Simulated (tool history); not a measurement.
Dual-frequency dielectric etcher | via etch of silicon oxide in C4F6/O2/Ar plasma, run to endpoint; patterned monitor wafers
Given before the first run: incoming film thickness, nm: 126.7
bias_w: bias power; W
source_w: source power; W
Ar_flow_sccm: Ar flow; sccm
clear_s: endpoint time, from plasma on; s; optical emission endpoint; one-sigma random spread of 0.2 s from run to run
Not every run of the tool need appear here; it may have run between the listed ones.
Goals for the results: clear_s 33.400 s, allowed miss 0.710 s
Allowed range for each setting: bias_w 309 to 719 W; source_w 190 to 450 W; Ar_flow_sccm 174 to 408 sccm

{"run": 1, "hour": 0.0, "bias_w": 514, "source_w": 320, "Ar_flow_sccm": 291, "clear_s": 28.308}
{"run": 2, "hour": 8.6, "bias_w": 483, "source_w": 310, "Ar_flow_sccm": 292, "clear_s": 29.443}
{"run": 3, "hour": 17.4, "bias_w": 483, "source_w": 310, "Ar_flow_sccm": 332, "clear_s": 29.544}
{"run": 4, "hour": 23.1, "bias_w": 483, "source_w": 360, "Ar_flow_sccm": 332, "clear_s": 28.072}
{"run": 5, "hour": 27.4, "bias_w": 455, "source_w": 350, "Ar_flow_sccm": 334, "clear_s": 28.801}
{"run": 6, "hour": 35.1, "bias_w": 432, "source_w": 340, "Ar_flow_sccm": 336, "clear_s": 29.606}
{"run": 7, "hour": 40.8, "bias_w": 413, "source_w": 330, "Ar_flow_sccm": 337, "clear_s": 30.231}
{"run": 8, "hour": 47.4, "bias_w": 397, "source_w": 320, "Ar_flow_sccm": 338, "clear_s": 30.999}
{"run": 9, "hour": 52.3, "bias_w": 384, "source_w": 320, "Ar_flow_sccm": 339, "clear_s": 31.517}
{"run": 10, "hour": 57.1, "bias_w": 373, "source_w": 320, "Ar_flow_sccm": 339, "clear_s": 31.507}
{"run": 11, "hour": 58.0, "bias_w": 363, "source_w": 320, "Ar_flow_sccm": 340, "clear_s": 32.05}
{"run": 12, "hour": 60.8, "bias_w": 363, "source_w": 320, "Ar_flow_sccm": 340, "clear_s": 31.788}
{"run": 13, "hour": 65.3, "bias_w": 355, "source_w": 320, "Ar_flow_sccm": 340, "clear_s": 31.935}
{"run": 14, "hour": 74.1, "bias_w": 348, "source_w": 320, "Ar_flow_sccm": 341, "clear_s": 31.733}
{"run": 15, "hour": 74.9, "bias_w": 342, "source_w": 320, "Ar_flow_sccm": 342, "clear_s": 32.139}
{"run": 16, "hour": 80.2, "bias_w": 337, "source_w": 320, "Ar_flow_sccm": 343, "clear_s": 32.322}

Below are 4 possible settings for the next run. Only one of them brings all results inside the allowed miss of their targets. Which is it?
{"run": "A", "hour": 85.5, "bias_w": 312, "source_w": 300, "Ar_flow_sccm": 337, "clear_s": "?"}
{"run": "B", "hour": 85.5, "bias_w": 335, "source_w": 340, "Ar_flow_sccm": 335, "clear_s": "?"}
{"run": "C", "hour": 85.5, "bias_w": 397, "source_w": 310, "Ar_flow_sccm": 333, "clear_s": "?"}
{"run": "D", "hour": 85.5, "bias_w": 433, "source_w": 270, "Ar_flow_sccm": 336, "clear_s": "?"}

move=A clear_s=33.459
move=B clear_s=31.416
move=C clear_s=31.225
move=D clear_s=32.192
A: all results land within tolerance of their targets
B: moves away from the targets compared with the last run
C: moves away from the targets compared with the last run
D: moves away from the targets compared with the last run
Go with A: it meets all targets.
